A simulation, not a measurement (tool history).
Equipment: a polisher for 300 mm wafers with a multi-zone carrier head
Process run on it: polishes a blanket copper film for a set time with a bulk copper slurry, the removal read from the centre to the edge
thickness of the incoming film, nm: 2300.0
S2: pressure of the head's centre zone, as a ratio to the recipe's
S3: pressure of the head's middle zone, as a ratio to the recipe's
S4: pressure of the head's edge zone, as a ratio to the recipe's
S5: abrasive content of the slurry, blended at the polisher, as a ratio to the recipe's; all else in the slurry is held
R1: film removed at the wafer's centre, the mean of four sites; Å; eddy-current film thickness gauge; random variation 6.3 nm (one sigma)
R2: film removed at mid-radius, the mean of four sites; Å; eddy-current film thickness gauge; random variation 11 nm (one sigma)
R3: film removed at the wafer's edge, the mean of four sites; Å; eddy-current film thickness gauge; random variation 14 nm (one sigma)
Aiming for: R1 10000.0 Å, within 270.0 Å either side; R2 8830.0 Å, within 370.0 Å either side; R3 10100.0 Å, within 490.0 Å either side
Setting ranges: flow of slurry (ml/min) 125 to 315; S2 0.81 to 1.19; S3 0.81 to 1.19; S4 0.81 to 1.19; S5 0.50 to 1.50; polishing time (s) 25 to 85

run 1 day=0.000 | flow_of_slurry_(ml/min)=205 S2=1.00 S3=1.00 S4=1.00 S5=1.00 polishing_time_(s)=55 | R1=7691.0 R2=7861.5 R3=7934.3
run 2 day=0.212 | flow_of_slurry_(ml/min)=205 S2=1.08 S3=1.00 S4=1.00 S5=1.00 polishing_time_(s)=55 | R1=8257.5 R2=7791.6 R3=8025.5
run 3 day=0.283 | flow_of_slurry_(ml/min)=205 S2=1.08 S3=0.96 S4=1.00 S5=1.00 polishing_time_(s)=55 | R1=8340.6 R2=7386.4 R3=7877.6
run 4 day=0.538 | flow_of_slurry_(ml/min)=205 S2=1.03 S3=0.96 S4=1.00 S5=1.00 polishing_time_(s)=55 | R1=7904.3 R2=7827.8 R3=8059.4
run 5 day=0.596 | flow_of_slurry_(ml/min)=210 S2=1.04 S3=0.95 S4=1.02 S5=1.05 polishing_time_(s)=55 | R1=8104.3 R2=7539.7 R3=8000.1
run 6 day=0.767 | flow_of_slurry_(ml/min)=210 S2=1.04 S3=0.95 S4=1.02 S5=1.20 polishing_time_(s)=55 | R1=8341.6 R2=7716.6 R3=8273.1
run 7 day=1.033 | flow_of_slurry_(ml/min)=210 S2=1.04 S3=0.95 S4=1.02 S5=1.20 polishing_time_(s)=55 | R1=8287.9 R2=7819.2 R3=8287.0
run 8 day=1.112 | flow_of_slurry_(ml/min)=210 S2=1.05 S3=0.95 S4=1.04 S5=1.25 polishing_time_(s)=56 | R1=8761.5 R2=8138.6 R3=8606.1
run 9 day=1.221 | flow_of_slurry_(ml/min)=210 S2=1.05 S3=0.94 S4=1.06 S5=1.30 polishing_time_(s)=57 | R1=8858.9 R2=8053.0 R3=8985.2
run 10 day=1.275 | flow_of_slurry_(ml/min)=215 S2=1.06 S3=0.95 S4=1.07 S5=1.35 polishing_time_(s)=57 | R1=9127.7 R2=8472.8 R3=9144.2
run 11 day=1.575 | flow_of_slurry_(ml/min)=220 S2=1.07 S3=0.95 S4=1.09 S5=1.35 polishing_time_(s)=57 | R1=9086.3 R2=8528.1 R3=9522.3
run 12 day=1.854 | flow_of_slurry_(ml/min)=225 S2=1.08 S3=0.95 S4=1.09 S5=1.35 polishing_time_(s)=57 | R1=9313.2 R2=8493.7 R3=9206.7

Below are 4 possible settings for the next run. Only one of them brings all results inside the allowed miss of their targets. Which is it?
run A day=2.133 | flow_of_slurry_(ml/min)=170 S2=0.90 S3=0.88 S4=1.19 S5=1.45 polishing_time_(s)=61 | R1=? R2=? R3=?
run B day=2.133 | flow_of_slurry_(ml/min)=275 S2=1.18 S3=1.04 S4=1.05 S5=1.50 polishing_time_(s)=53 | R1=? R2=? R3=?
run C day=2.133 | flow_of_slurry_(ml/min)=220 S2=1.08 S3=0.93 S4=1.13 S5=1.35 polishing_time_(s)=61 | R1=? R2=? R3=?
run D day=2.133 | flow_of_slurry_(ml/min)=235 S2=0.95 S3=0.86 S4=1.19 S5=1.45 polishing_time_(s)=61 | R1=? R2=? R3=?

move=A R1=8058.1 R2=8158.5 R3=10096.0
move=B R1=10046.0 R2=8813.7 R3=8726.7
move=C R1=9998.6 R2=8765.3 R3=9974.2
move=D R1=9017.7 R2=8431.8 R3=10496.0
A: lands further from the targets than the last run did
B: the furthest-off result lands on target, but another misses its tolerance
C: all results in spec
D: lands further from the targets than the last run did
The right move is C.
